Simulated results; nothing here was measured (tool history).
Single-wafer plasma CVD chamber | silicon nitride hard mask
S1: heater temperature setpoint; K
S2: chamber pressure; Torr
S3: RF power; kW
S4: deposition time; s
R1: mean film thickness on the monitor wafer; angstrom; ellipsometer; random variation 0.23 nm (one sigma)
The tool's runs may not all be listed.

Run 1, day 0.000: S1 683.15 K, S2 1.68 Torr, S3 0.340 kW, S4 48.1 s. Result: R1 563.28 angstrom.
Run 2, day 0.362: S1 683.15 K, S2 1.85 Torr, S3 0.350 kW, S4 48.1 s. Result: R1 585.54 angstrom.
Run 3, day 0.562: S1 683.15 K, S2 1.62 Torr, S3 0.350 kW, S4 48.1 s. Result: R1 567.49 angstrom.
Run 4, day 0.867: S1 683.15 K, S2 1.80 Torr, S3 0.360 kW, S4 48.1 s. Result: R1 592.81 angstrom.
Run 5, day 1.133: S1 691.15 K, S2 1.80 Torr, S3 0.360 kW, S4 48.1 s. Result: R1 587.41 angstrom.
Run 6, day 1.496: S1 691.15 K, S2 2.07 Torr, S3 0.360 kW, S4 48.1 s. Result: R1 608.66 angstrom.

Run 7 comes next. What will it give?
Run 7, day 1.667: S1 690.15 K, S2 2.15 Torr, S3 0.370 kW, S4 48.1 s. Result: R1 ?.

{"run 7": {"R1": 624.27}}
